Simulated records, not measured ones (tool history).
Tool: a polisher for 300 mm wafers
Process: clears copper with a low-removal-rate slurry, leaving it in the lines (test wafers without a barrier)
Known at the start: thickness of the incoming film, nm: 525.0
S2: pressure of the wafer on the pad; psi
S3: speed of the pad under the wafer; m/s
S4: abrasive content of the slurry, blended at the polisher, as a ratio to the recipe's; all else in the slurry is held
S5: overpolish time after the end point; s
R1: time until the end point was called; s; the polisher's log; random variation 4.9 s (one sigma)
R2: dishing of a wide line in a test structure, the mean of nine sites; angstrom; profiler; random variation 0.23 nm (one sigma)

{"run": 1, "day": 0.0, "flow of slurry (ml/min)": 225, "S2": 3.8, "S3": 1.16, "S4": 1.0, "S5": 14, "R1": 128.5, "R2": 297.5}
{"run": 2, "day": 0.221, "flow of slurry (ml/min)": 225, "S2": 3.8, "S3": 1.16, "S4": 1.15, "S5": 14, "R1": 125.71, "R2": 305.89}
{"run": 3, "day": 0.525, "flow of slurry (ml/min)": 225, "S2": 3.8, "S3": 1.16, "S4": 1.15, "S5": 12, "R1": 127.05, "R2": 277.55}
{"run": 4, "day": 0.662, "flow of slurry (ml/min)": 260, "S2": 3.8, "S3": 1.16, "S4": 1.15, "S5": 12, "R1": 125.01, "R2": 283.7}
{"run": 5, "day": 0.854, "flow of slurry (ml/min)": 260, "S2": 3.2, "S3": 1.16, "S4": 1.15, "S5": 12, "R1": 145.01, "R2": 254.58}
{"run": 6, "day": 1.029, "flow of slurry (ml/min)": 260, "S2": 2.8, "S3": 1.0, "S4": 1.15, "S5": 14, "R1": 191.7, "R2": 238.74}
{"run": 7, "day": 1.312, "flow of slurry (ml/min)": 260, "S2": 2.6, "S3": 0.92, "S4": 1.15, "S5": 15, "R1": 215.42, "R2": 222.81}
{"run": 8, "day": 1.412, "flow of slurry (ml/min)": 225, "S2": 1.7, "S3": 0.6, "S4": 1.05, "S5": 21, "R1": 505.67, "R2": 156.64}
{"run": 9, "day": 1.529, "flow of slurry (ml/min)": 245, "S2": 1.9, "S3": 0.6, "S4": 1.05, "S5": 21, "R1": 454.49, "R2": 173.33}
{"run": 10, "day": 1.638, "flow of slurry (ml/min)": 265, "S2": 1.9, "S3": 0.6, "S4": 1.05, "S5": 21, "R1": 446.56, "R2": 170.87}
{"run": 11, "day": 1.771, "flow of slurry (ml/min)": 275, "S2": 2.0, "S3": 0.6, "S4": 1.05, "S5": 21, "R1": 419.32, "R2": 178.58}
{"run": 12, "day": 2.004, "flow of slurry (ml/min)": 285, "S2": 2.1, "S3": 0.6, "S4": 1.05, "S5": 21, "R1": 396.43, "R2": 187.53}
{"run": 13, "day": 2.029, "flow of slurry (ml/min)": 295, "S2": 2.1, "S3": 0.6, "S4": 1.05, "S5": 21, "R1": 398.81, "R2": 186.69}
{"run": 14, "day": 2.283, "flow of slurry (ml/min)": 305, "S2": 2.1, "S3": 0.6, "S4": 1.05, "S5": 21, "R1": 395.67, "R2": 188.32}

Run 15 comes next. What will it give?
{"run": 15, "day": 2.408, "flow of slurry (ml/min)": 310, "S2": 2.1, "S3": 0.6, "S4": 1.05, "S5": 21, "R1": "?", "R2": "?"}

Run 15 gave R1 394.54 s, R2 186.68 angstrom.
